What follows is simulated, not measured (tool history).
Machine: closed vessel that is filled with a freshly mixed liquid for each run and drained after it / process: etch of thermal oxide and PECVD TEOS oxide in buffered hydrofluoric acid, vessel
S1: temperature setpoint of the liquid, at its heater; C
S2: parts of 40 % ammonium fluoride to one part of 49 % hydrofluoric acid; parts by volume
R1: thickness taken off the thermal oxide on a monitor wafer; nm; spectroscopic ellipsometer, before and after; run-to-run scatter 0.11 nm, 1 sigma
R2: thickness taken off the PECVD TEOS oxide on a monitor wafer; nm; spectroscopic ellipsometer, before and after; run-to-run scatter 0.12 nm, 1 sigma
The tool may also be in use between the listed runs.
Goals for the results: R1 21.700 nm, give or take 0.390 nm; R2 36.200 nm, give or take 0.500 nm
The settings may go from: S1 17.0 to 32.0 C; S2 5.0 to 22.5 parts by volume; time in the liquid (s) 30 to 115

{"run": 1, "day": 0.0, "S1": 24.0, "S2": 13.5, "time in the liquid (s)": 60, "R1": 46.358, "R2": 76.855}
{"run": 2, "day": 0.321, "S1": 23.0, "S2": 14.0, "time in the liquid (s)": 60, "R1": 42.322, "R2": 70.165}
{"run": 3, "day": 0.579, "S1": 22.0, "S2": 14.5, "time in the liquid (s)": 60, "R1": 38.895, "R2": 64.013}
{"run": 4, "day": 0.821, "S1": 21.5, "S2": 15.0, "time in the liquid (s)": 60, "R1": 36.088, "R2": 60.135}
{"run": 5, "day": 0.871, "S1": 21.0, "S2": 15.5, "time in the liquid (s)": 60, "R1": 33.961, "R2": 56.949}
{"run": 6, "day": 0.912, "S1": 21.0, "S2": 15.5, "time in the liquid (s)": 80, "R1": 45.458, "R2": 75.722}
{"run": 7, "day": 0.971, "S1": 20.5, "S2": 16.5, "time in the liquid (s)": 80, "R1": 41.924, "R2": 69.158}
{"run": 8, "day": 1.208, "S1": 20.0, "S2": 17.5, "time in the liquid (s)": 80, "R1": 38.227, "R2": 63.722}

Which of these 4 next moves meets every target?
{"run": "A", "day": 1.446, "S1": 18.5, "S2": 17.0, "time in the liquid (s)": 50, "R1": "?", "R2": "?"}
{"run": "B", "day": 1.446, "S1": 18.0, "S2": 16.5, "time in the liquid (s)": 50, "R1": "?", "R2": "?"}
{"run": "C", "day": 1.446, "S1": 18.0, "S2": 19.0, "time in the liquid (s)": 55, "R1": "?", "R2": "?"}
{"run": "D", "day": 1.446, "S1": 21.5, "S2": 18.0, "time in the liquid (s)": 45, "R1": "?", "R2": "?"}

move=A R1=22.613 R2=37.577
move=B R1=22.637 R2=37.618
move=C R1=21.663 R2=35.999
move=D R1=22.762 R2=37.826
A: an improvement on the last run, though not all results are within tolerance
B: an improvement on the last run, though not all results are within tolerance
C: hits every target within its allowed miss
D: an improvement on the last run, though not all results are within tolerance
Answer: C
